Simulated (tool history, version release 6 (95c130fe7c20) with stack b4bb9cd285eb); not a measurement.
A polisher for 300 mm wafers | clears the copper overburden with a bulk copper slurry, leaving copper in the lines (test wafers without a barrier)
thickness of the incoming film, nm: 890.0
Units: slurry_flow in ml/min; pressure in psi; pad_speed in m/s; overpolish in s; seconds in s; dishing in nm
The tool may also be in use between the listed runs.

{"run": 1, "hour": 0.0, "slurry_flow": 145, "pressure": 3.3, "pad_speed": 1.16, "slurry_solids": 1, "overpolish": 21, "seconds": 54.74, "dishing": 120.69}
{"run": 2, "hour": 7.3, "slurry_flow": 145, "pressure": 3, "pad_speed": 1.26, "slurry_solids": 1, "overpolish": 19, "seconds": 54.583, "dishing": 110.74}
{"run": 3, "hour": 11.2, "slurry_flow": 145, "pressure": 2.3, "pad_speed": 1.26, "slurry_solids": 1, "overpolish": 19, "seconds": 71.387, "dishing": 96.961}
{"run": 4, "hour": 19.4, "slurry_flow": 145, "pressure": 2.3, "pad_speed": 1.26, "slurry_solids": 1, "overpolish": 13, "seconds": 68.412, "dishing": 78.905}
{"run": 5, "hour": 28.0, "slurry_flow": 145, "pressure": 1.5, "pad_speed": 1.26, "slurry_solids": 1, "overpolish": 13, "seconds": 105.39, "dishing": 59.726}
{"run": 6, "hour": 36.1, "slurry_flow": 145, "pressure": 1.5, "pad_speed": 1.26, "slurry_solids": 1, "overpolish": 21, "seconds": 104.24, "dishing": 77.7}
{"run": 7, "hour": 36.8, "slurry_flow": 150, "pressure": 1.5, "pad_speed": 1.34, "slurry_solids": 1.05, "overpolish": 19, "seconds": 97.558, "dishing": 75.185}
{"run": 8, "hour": 37.9, "slurry_flow": 160, "pressure": 1.6, "pad_speed": 1.4, "slurry_solids": 1.1, "overpolish": 17, "seconds": 86.065, "dishing": 76.32}
{"run": 9, "hour": 40.4, "slurry_flow": 150, "pressure": 1.7, "pad_speed": 1.46, "slurry_solids": 1.05, "overpolish": 15, "seconds": 82.101, "dishing": 77.484}
{"run": 10, "hour": 44.8, "slurry_flow": 160, "pressure": 1.9, "pad_speed": 1.38, "slurry_solids": 1.1, "overpolish": 14, "seconds": 75.237, "dishing": 76.201}

Forecast run 11:
{"run": 11, "hour": 51.0, "slurry_flow": 160, "pressure": 1.9, "pad_speed": 1.38, "slurry_solids": 1.1, "overpolish": 14, "seconds": "?", "dishing": "?"}

seconds: 74.576 s
dishing: 78.68 nm
